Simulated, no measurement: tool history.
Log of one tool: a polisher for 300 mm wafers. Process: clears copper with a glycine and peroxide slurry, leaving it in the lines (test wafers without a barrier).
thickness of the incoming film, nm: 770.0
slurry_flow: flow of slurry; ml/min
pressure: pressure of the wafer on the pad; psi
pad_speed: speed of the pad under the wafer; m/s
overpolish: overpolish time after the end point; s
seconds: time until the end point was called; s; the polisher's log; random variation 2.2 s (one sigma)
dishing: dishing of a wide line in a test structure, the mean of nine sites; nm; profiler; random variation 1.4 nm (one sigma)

| run | hour | slurry_flow | pressure | pad_speed | overpolish | seconds | dishing |
|---|---|---|---|---|---|---|---|
| 1 | 0.0 | 260 | 3.2 | 1.16 | 16 | 101.620 | 70.936 |
| 2 | 2.6 | 260 | 3.9 | 1.16 | 16 | 84.528 | 80.154 |
| 3 | 10.6 | 230 | 3.9 | 1.16 | 16 | 87.135 | 78.539 |
| 4 | 17.0 | 230 | 3.9 | 1.16 | 13 | 86.253 | 65.211 |
| 5 | 19.5 | 225 | 3.6 | 1.12 | 14 | 95.148 | 64.760 |
| 6 | 26.1 | 225 | 2.9 | 1.12 | 14 | 113.840 | 57.948 |

Forecast run 7:
| 7 | 33.7 | 225 | 2.7 | 1.08 | 15 | ? | ? |

seconds: 121.810 s
dishing: 56.886 nm

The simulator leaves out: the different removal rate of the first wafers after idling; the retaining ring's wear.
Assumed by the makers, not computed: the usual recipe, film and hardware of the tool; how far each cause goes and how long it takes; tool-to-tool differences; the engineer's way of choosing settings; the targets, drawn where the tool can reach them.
